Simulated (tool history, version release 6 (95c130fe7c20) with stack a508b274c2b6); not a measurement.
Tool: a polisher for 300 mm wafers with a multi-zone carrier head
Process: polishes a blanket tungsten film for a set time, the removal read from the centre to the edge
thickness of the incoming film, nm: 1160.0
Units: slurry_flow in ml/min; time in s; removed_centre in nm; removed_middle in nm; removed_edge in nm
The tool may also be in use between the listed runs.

| run | hour | slurry_flow | centre_zone | middle_zone | edge_zone | slurry_solids | time | removed_centre | removed_middle | removed_edge |
|---|---|---|---|---|---|---|---|---|---|---|
| 1 | 0.0 | 315 | 1.00 | 1.00 | 1.00 | 1.00 | 54 | 204.87 | 208.26 | 204.51 |
| 2 | 3.3 | 310 | 0.96 | 1.01 | 0.97 | 0.90 | 51 | 183.47 | 192.73 | 189.45 |
| 3 | 6.5 | 310 | 0.96 | 1.01 | 1.03 | 0.90 | 51 | 180.97 | 191.81 | 193.82 |
| 4 | 11.9 | 310 | 0.96 | 1.07 | 1.03 | 0.90 | 51 | 181.95 | 205.06 | 190.36 |
| 5 | 14.2 | 310 | 0.94 | 1.08 | 1.01 | 0.80 | 48 | 165.08 | 188.72 | 174.15 |
| 6 | 15.4 | 310 | 0.91 | 1.08 | 1.01 | 0.80 | 48 | 156.84 | 186.02 | 174.35 |
| 7 | 20.4 | 310 | 0.90 | 1.09 | 0.98 | 0.75 | 46 | 149.78 | 178.91 | 163.74 |

Run 8 comes next. What will it give?
| 8 | 23.9 | 305 | 0.88 | 1.10 | 0.95 | 0.70 | 45 | ? | ? | ? |

Run 8 gave removed_centre 140.36 nm, removed_middle 176.00 nm, removed_edge 154.88 nm.

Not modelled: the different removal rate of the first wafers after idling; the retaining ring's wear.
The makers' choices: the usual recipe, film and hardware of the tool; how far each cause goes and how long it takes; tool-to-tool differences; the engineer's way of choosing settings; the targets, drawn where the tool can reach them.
